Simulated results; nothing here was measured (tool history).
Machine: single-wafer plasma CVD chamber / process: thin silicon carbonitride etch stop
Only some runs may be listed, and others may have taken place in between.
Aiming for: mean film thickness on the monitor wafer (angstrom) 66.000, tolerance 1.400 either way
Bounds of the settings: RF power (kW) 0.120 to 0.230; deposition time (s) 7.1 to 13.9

| run | day | RF power (kW) | deposition time (s) | mean film thickness on the monitor wafer (angstrom) |
|---|---|---|---|---|
| 1 | 0.000 | 0.175 | 10.5 | 53.618 |
| 2 | 0.096 | 0.175 | 9.3 | 48.197 |
| 3 | 0.308 | 0.175 | 7.8 | 39.910 |
| 4 | 0.467 | 0.175 | 7.1 | 36.536 |
| 5 | 0.592 | 0.180 | 7.7 | 40.211 |
| 6 | 0.712 | 0.180 | 7.1 | 36.934 |
| 7 | 0.917 | 0.185 | 7.7 | 40.270 |
| 8 | 1.204 | 0.190 | 8.2 | 43.265 |
| 9 | 1.246 | 0.190 | 8.2 | 43.145 |
| 10 | 1.312 | 0.220 | 9.9 | 53.736 |
| 11 | 1.492 | 0.230 | 11.6 | 64.210 |

Exercise: of the 4 proposed moves below, exactly one satisfies all targets within the stated allowed misses. Which move is it?
| A | 1.671 | 0.225 | 11.1 | ? |
| B | 1.671 | 0.230 | 12.7 | ? |
| C | 1.671 | 0.210 | 12.2 | ? |
| D | 1.671 | 0.195 | 11.9 | ? |

| move | mean film thickness on the monitor wafer (angstrom) |
|---|---|
| A | 60.934 |
| B | 70.121 |
| C | 65.779 |
| D | 62.945 |
A: moves away from the targets compared with the last run
B: carries the result that was furthest off beyond its target, to the other side
C: all results in spec
D: moves away from the targets compared with the last run
Go with C: it meets all targets.

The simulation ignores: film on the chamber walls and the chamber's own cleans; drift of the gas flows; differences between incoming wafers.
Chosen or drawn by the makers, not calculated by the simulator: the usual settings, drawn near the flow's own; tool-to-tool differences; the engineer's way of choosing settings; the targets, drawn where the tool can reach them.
